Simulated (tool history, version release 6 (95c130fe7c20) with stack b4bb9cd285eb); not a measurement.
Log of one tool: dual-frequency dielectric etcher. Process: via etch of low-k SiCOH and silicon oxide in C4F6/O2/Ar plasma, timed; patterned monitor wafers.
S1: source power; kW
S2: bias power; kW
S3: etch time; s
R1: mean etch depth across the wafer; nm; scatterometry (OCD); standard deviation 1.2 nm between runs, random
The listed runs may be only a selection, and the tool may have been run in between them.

run  hour     S1     S2     S3      R1
  1   0.0  0.270  0.246  114.0  308.04
  2   1.6  0.270  0.246  114.0  308.52
  3   3.8  0.270  0.219  114.0  293.35
  4   5.8  0.280  0.222  114.0  299.30
  5  13.0  0.230  0.222  114.0  275.59
  6  15.6  0.240  0.224  114.0  282.85
  7  16.2  0.250  0.226  114.0  288.07
  8  20.5  0.260  0.228  114.0  292.70
  9  22.2  0.270  0.230  114.0  299.91
 10  29.3  0.280  0.231  114.0  304.59
 11  30.2  0.290  0.232  114.0  310.56
 12  38.7  0.300  0.233  114.0  314.54
 13  40.5  0.310  0.234  114.0  319.78

Estimate the outcome of run 14 from the log above:
 14  45.0  0.320  0.235  114.0   ?

{"run 14": {"R1": 323.69}}
